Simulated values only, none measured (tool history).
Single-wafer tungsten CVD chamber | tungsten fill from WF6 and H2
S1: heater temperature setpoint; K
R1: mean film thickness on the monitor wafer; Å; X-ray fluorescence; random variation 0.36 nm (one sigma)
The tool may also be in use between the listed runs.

run 1 hour=0 | S1=658.15 chamber_pressure_(Pa)=7106 deposition_time_(s)=15.3 | R1=421.5
run 2 hour=7.6 | S1=662.15 chamber_pressure_(Pa)=7133 deposition_time_(s)=15.3 | R1=450.15
run 3 hour=11.4 | S1=654.15 chamber_pressure_(Pa)=7133 deposition_time_(s)=15.3 | R1=393.39
run 4 hour=19.1 | S1=654.15 chamber_pressure_(Pa)=7133 deposition_time_(s)=15.3 | R1=392.82
run 5 hour=22.2 | S1=654.15 chamber_pressure_(Pa)=5919 deposition_time_(s)=15.3 | R1=373.68
run 6 hour=26.3 | S1=654.15 chamber_pressure_(Pa)=5919 deposition_time_(s)=15.3 | R1=376.18
run 7 hour=27.4 | S1=654.15 chamber_pressure_(Pa)=5919 deposition_time_(s)=15.3 | R1=373.8
run 8 hour=36.2 | S1=661.15 chamber_pressure_(Pa)=5986 deposition_time_(s)=15.3 | R1=425.5
run 9 hour=44.3 | S1=666.15 chamber_pressure_(Pa)=6026 deposition_time_(s)=15.3 | R1=456.59

The next listed run, before its measurement:
run 10 hour=51.9 | S1=678.15 chamber_pressure_(Pa)=6626 deposition_time_(s)=15.3 | R1=?

Run 10 gave R1 577.21 Å.

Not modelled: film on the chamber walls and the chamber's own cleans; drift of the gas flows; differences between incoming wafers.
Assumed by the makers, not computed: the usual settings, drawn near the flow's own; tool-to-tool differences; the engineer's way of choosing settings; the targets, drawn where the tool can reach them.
